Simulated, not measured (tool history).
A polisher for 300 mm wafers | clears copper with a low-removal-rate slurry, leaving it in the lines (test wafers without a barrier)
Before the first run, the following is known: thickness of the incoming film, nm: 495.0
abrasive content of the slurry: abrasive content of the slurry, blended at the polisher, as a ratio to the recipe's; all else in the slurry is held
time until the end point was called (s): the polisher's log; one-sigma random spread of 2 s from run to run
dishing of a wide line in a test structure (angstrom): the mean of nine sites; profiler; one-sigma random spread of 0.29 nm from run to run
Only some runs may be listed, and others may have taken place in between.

run	hour	flow of slurry (ml/min)	pressure of the wafer on the pad (kPa)	speed of the pad under the wafer (cm/s)	abrasive content of the slurry	overpolish time after the end point (s)	time until the end point was called (s)	dishing of a wide line in a test structure (angstrom)
1	0.0	225	24.1	130	1.00	27	128.24	445.04
2	3.4	225	24.1	130	1.15	27	121.54	448.07
3	11.2	225	18.6	130	1.15	27	148.70	393.11
4	15.8	225	18.6	130	1.35	27	141.23	403.40
5	19.5	225	18.6	102	1.35	27	179.77	374.78
6	24.0	225	18.6	102	1.45	27	175.25	363.55
7	31.7	210	17.2	108	1.45	24	177.26	334.96
8	39.9	200	16.5	114	1.45	22	173.09	328.30
9	46.2	190	15.9	118	1.45	20	171.47	297.38
10	50.5	180	15.2	122	1.45	18	176.11	281.37
11	58.7	175	14.5	128	1.45	17	170.38	271.16
12	60.1	135	11.0	164	1.20	8	173.67	146.74
13	67.3	195	13.8	166	1.20	8	141.56	174.75
14	75.5	170	12.4	166	1.20	10	153.79	200.81
15	83.0	165	13.1	166	1.20	10	148.57	202.89
16	89.6	170	13.1	166	1.20	10	149.59	200.93
17	94.0	170	13.1	166	1.20	10	146.94	205.15
18	101.3	175	13.1	166	1.15	10	152.49	207.14
19	105.6	175	13.1	166	1.15	10	150.03	203.96
20	113.9	170	13.1	168	1.20	10	143.23	200.94

For run 21, what comes out?
21	121.7	165	13.1	170	1.20	10	?	?

time until the end point was called (s): 147.70
dishing of a wide line in a test structure (angstrom): 206.95
